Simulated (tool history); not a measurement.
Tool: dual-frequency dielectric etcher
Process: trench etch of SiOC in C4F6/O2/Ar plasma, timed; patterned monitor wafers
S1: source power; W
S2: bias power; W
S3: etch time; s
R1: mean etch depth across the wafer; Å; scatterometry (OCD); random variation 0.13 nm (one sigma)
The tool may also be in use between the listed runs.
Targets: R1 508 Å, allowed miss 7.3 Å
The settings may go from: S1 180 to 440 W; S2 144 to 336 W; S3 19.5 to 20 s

run,hour,S1,S2,S3,R1
1,0,310,240,19.5,416.62
2,4.2,330,247,19.5,432.63
3,12.1,330,227,19.5,414.17
4,13.4,330,227,20,425.29
5,19.5,350,234,20,444.01
6,23.8,370,238,20,455.56
7,32.6,380,243,20,464.56
8,35.8,390,247,20,472.17
9,40.6,400,250,20,481.24
10,46.5,410,252,20,485.62
11,54.3,420,254,20,491.93
# hour 62.4: bias power generator calibrated
12,62.4,420,254,20,481.91
13,63.8,420,259,20,485.97

Which of these 5 next moves meets every target?
A,65.2,400,262,19.5,?
B,65.2,420,288,20,?
C,65.2,440,241,19.5,?
D,65.2,410,237,20,?
E,65.2,430,236,20,?

move,R1
A,467.1
B,509.44
C,466.47
D,462
E,469.68
A: further off than the last run
B: meets every target
C: further off than the last run
D: further off than the last run
E: further off than the last run
Answer: B

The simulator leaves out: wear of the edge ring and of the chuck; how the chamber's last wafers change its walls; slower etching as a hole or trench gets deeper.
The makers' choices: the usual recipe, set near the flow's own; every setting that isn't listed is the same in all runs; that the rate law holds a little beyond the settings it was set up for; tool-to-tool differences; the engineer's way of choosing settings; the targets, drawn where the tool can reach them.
